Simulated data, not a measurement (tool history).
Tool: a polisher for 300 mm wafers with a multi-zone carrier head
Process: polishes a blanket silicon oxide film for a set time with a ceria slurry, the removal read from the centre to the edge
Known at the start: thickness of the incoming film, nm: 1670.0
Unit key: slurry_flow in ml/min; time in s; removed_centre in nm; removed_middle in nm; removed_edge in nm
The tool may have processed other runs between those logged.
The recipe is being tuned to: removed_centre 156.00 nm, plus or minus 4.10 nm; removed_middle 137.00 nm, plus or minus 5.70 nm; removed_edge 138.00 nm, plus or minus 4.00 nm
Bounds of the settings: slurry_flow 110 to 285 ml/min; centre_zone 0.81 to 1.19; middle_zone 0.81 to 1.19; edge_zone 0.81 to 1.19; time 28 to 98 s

run	hour	slurry_flow	centre_zone	middle_zone	edge_zone	time	removed_centre	removed_middle	removed_edge
1	0.0	180	1.00	1.00	1.00	63	276.63	270.02	278.89
2	1.6	165	1.00	1.00	1.00	63	271.58	269.73	275.79
3	6.9	165	1.00	1.00	0.94	63	270.61	261.72	270.71
4	15.5	130	1.00	1.00	0.94	63	256.68	249.21	261.68
5	23.2	130	1.00	1.07	0.94	63	258.16	267.51	258.72
6	26.7	130	1.00	1.07	0.87	63	256.33	273.01	251.07
7	28.6	110	1.10	0.97	0.81	45	193.48	166.95	168.83
8	32.6	115	1.10	0.97	0.81	42	182.67	158.94	160.23
9	39.4	120	1.10	0.97	0.81	40	174.47	154.45	153.98
10	40.1	120	1.10	0.97	0.81	39	171.62	150.90	149.31
11	48.1	125	1.10	0.96	0.81	38	169.14	148.23	146.27
12	55.1	130	1.09	0.95	0.81	37	163.00	146.93	142.60
13	58.0	130	1.09	0.94	0.81	37	165.34	139.42	144.88

Next run, 5 choices. One meets every target within its allowed miss, the rest don't. Which?
A	60.9	120	1.10	0.93	0.87	37	?	?	?
B	60.9	125	1.17	0.88	0.83	36	?	?	?
C	60.9	110	1.00	0.87	0.87	40	?	?	?
D	60.9	125	1.07	0.86	0.83	39	?	?	?
E	60.9	110	1.10	0.96	0.82	36	?	?	?

move	removed_centre	removed_middle	removed_edge
A	163.09	136.65	146.58
B	170.58	128.13	140.66
C	156.33	136.95	156.30
D	168.87	136.27	152.42
E	154.97	133.71	136.85
A: nearer than the last run, and not there yet
B: the biggest miss grows against the last run
C: corrects the largest miss of the last run, while another result sits out of spec
D: the biggest miss grows against the last run
E: all results land within tolerance of their targets
Answer: E
